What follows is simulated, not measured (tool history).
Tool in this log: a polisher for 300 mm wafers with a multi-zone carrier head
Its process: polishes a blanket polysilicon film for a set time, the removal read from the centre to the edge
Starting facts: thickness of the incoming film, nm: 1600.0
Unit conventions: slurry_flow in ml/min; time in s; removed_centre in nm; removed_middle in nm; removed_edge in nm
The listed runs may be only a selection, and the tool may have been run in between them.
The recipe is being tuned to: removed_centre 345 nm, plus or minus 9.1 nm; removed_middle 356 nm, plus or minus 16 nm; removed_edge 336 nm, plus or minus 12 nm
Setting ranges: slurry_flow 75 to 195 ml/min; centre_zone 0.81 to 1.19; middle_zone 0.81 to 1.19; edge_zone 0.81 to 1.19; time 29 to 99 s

run    day  slurry_flow  centre_zone  middle_zone  edge_zone  time  removed_centre  removed_middle  removed_edge
  1      0          125            1            1          1    64          691.53          678.97        662.41
  2  0.258          125         0.93            1          1    64          643.04           664.2        662.34
  3  0.617          125         0.93            1       0.93    64          650.68           655.7        645.19
  4  0.879          110         0.93         1.01       0.89    53          519.87          541.61        512.19
  5   1.25          110         1.01         1.01       0.89    53          553.47          538.88        510.08
  6  1.296          105         0.99         1.01       0.87    46          465.14          476.16        434.21
  7  1.471          100         0.98         0.99       0.86    42          411.79          411.61        392.94
     1.667  -- centre zone pressure recalibrated
  8  1.667           95         0.97         0.99       0.85    40          369.32          385.96        366.83
  9  1.688           80            1         0.98       0.81    37           334.8          335.08        314.26

Consider the 4 candidate settings below. Which is the only one whose results all fall within their allowed miss of target?
  A  1.708           80         0.98         0.97       0.83    37               ?               ?             ?
  B  1.708          100         1.14         1.01       0.81    31               ?               ?             ?
  C  1.708           90         0.97         0.97       0.81    38               ?               ?             ?
  D  1.708          105         1.19         1.07       0.81    30               ?               ?             ?

move  removed_centre  removed_middle  removed_edge
   A          326.16          338.26        330.95
   B          336.44          312.23        285.98
   C           345.8          359.78        344.09
   D          343.35          321.22        278.88
A: gets the furthest-off result to its target, but another result is out of tolerance
B: its largest miss is bigger than the last run's
C: every result within its allowed miss
D: its largest miss is bigger than the last run's
C is the move that brings every result within its allowed miss.
